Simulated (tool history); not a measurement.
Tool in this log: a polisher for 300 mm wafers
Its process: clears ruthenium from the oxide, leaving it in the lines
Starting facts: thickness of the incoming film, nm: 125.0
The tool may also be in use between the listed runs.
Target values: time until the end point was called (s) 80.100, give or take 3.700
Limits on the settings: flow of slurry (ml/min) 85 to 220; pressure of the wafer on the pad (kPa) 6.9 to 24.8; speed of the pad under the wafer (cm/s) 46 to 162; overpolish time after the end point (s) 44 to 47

run    day  flow of slurry (ml/min)  pressure of the wafer on the pad (kPa)  speed of the pad under the wafer (cm/s)  overpolish time after the end point (s)  time until the end point was called (s)
  1  0.000                      140                                    15.9                                      104                                       44                                  105.890
  2  0.346                      140                                    15.9                                      104                                       47                                  107.330
  3  0.542                      165                                    15.9                                      104                                       47                                  102.510
  4  0.629                      170                                    17.2                                      104                                       47                                   97.116
     0.825  -- slurry nozzle cleaned
  5  0.825                      170                                    17.2                                      104                                       44                                   90.334
  6  1.108                      140                                    17.2                                      104                                       44                                   91.092
  7  1.375                      140                                    17.9                                      104                                       44                                   91.644
  8  1.583                      140                                    18.6                                      104                                       44                                   88.066
  9  1.792                      140                                    19.3                                      104                                       44                                   87.740

4 next moves are on the table. One of them brings every result within its allowed miss. Which?
  A  2.000                      155                                    21.4                                       90                                       47                                        ?
  B  2.000                      140                                    21.4                                      116                                       44                                        ?
  C  2.000                      210                                    21.4                                      106                                       44                                        ?
  D  2.000                       85                                    20.7                                      120                                       46                                        ?

move  time until the end point was called (s)
   A                                   87.071
   B                                   69.399
   C                                   70.945
   D                                   78.599
A: closer than the last run, but not yet in spec
B: takes the biggest miss from the last run beyond its target
C: takes the biggest miss from the last run beyond its target
D: all results land within tolerance of their targets
Correct choice: D, which meets every target

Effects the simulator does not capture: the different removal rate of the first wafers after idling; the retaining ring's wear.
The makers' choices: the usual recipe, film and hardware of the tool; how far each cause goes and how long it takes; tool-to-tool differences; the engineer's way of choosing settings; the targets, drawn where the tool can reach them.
